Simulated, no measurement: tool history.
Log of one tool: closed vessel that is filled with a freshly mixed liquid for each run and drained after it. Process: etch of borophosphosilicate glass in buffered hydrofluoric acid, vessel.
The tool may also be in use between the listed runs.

run	hour	temperature setpoint of the liquid (K)	parts of 40 % ammonium fluoride to one part of 49 % hydrofluoric acid (parts by volume)	time in the liquid (s)	thickness taken off the borophosphosilicate glass on a monitor wafer (Å)
1	0	293.15	15.5	95	953.13
2	3.9	291.15	15.5	95	858.13
3	7.2	292.15	15.5	95	908.45
4	11.1	292.65	15.5	95	922.38
5	16.2	293.15	15.5	95	960.8
6	23.8	291.15	15.5	95	846.47
7	27.4	291.15	15.5	95	851.16

The next listed run, before its measurement:
8	34.7	292.15	15.5	95	?

Run 8 gave thickness taken off the borophosphosilicate glass on a monitor wafer (Å) 895.81.
